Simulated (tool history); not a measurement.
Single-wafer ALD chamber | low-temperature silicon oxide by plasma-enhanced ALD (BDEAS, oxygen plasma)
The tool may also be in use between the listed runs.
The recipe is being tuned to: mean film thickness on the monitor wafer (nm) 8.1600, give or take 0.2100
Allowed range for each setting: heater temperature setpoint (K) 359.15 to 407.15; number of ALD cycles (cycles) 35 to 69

| run | hour | heater temperature setpoint (K) | number of ALD cycles (cycles) | mean film thickness on the monitor wafer (nm) |
|---|---|---|---|---|
| 1 | 0.0 | 383.15 | 52 | 7.1029 |
| 2 | 4.8 | 383.15 | 53 | 7.2785 |
| 3 | 13.6 | 383.15 | 46 | 6.3374 |
| 4 | 15.6 | 382.15 | 48 | 6.5784 |
| 5 | 23.3 | 382.15 | 55 | 7.6020 |
| 6 | 23.9 | 382.15 | 50 | 6.8586 |
| 7 | 24.5 | 382.15 | 51 | 6.9744 |
| 8 | 32.5 | 382.15 | 51 | 7.0641 |
| 9 | 37.0 | 380.15 | 52 | 7.1485 |
| 10 | 43.5 | 380.15 | 53 | 7.3486 |
| 11 | 50.4 | 379.15 | 54 | 7.3855 |
| 12 | 52.4 | 379.15 | 55 | 7.6271 |
| 13 | 60.4 | 379.15 | 56 | 7.7494 |

Pick the move, out of 5, that brings all results within their allowed miss; only one does.
| A | 68.4 | 379.15 | 53 | ? |
| B | 68.4 | 376.15 | 52 | ? |
| C | 68.4 | 391.15 | 53 | ? |
| D | 68.4 | 371.15 | 53 | ? |
| E | 68.4 | 374.15 | 58 | ? |

| move | mean film thickness on the monitor wafer (nm) |
|---|---|
| A | 7.3889 |
| B | 7.2942 |
| C | 7.2064 |
| D | 7.5582 |
| E | 8.1715 |
A: moves away from the targets compared with the last run
B: moves away from the targets compared with the last run
C: moves away from the targets compared with the last run
D: moves away from the targets compared with the last run
E: every result within its allowed miss
Move E is the one to make.
